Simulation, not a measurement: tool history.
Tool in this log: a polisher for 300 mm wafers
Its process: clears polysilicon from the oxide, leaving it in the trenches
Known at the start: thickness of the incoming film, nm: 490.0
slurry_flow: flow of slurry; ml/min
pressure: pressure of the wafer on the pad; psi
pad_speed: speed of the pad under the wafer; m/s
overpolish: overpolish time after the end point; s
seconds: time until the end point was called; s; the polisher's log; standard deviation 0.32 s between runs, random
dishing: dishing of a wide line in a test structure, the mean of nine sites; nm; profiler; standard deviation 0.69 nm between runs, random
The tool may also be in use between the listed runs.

run	day	slurry_flow	pressure	pad_speed	overpolish	seconds	dishing
1	0.000	210	2.2	1.08	10	46.839	37.622
2	0.054	215	2.5	1.08	10	40.234	39.047
3	0.238	170	2.5	1.08	10	41.238	39.739
4	0.325	170	2.8	1.08	10	37.215	39.107
5	0.517	170	2.8	0.82	10	44.795	39.220
6	0.667	175	3.0	0.82	10	42.205	39.179
# day 0.950: head pressure recalibrated
7	0.950	175	3.2	0.86	10	34.238	39.434

The next listed run, before its measurement:
8	1.075	185	3.2	0.86	11	?	?

Run 8 yielded seconds 33.964 s, dishing 42.366 nm.
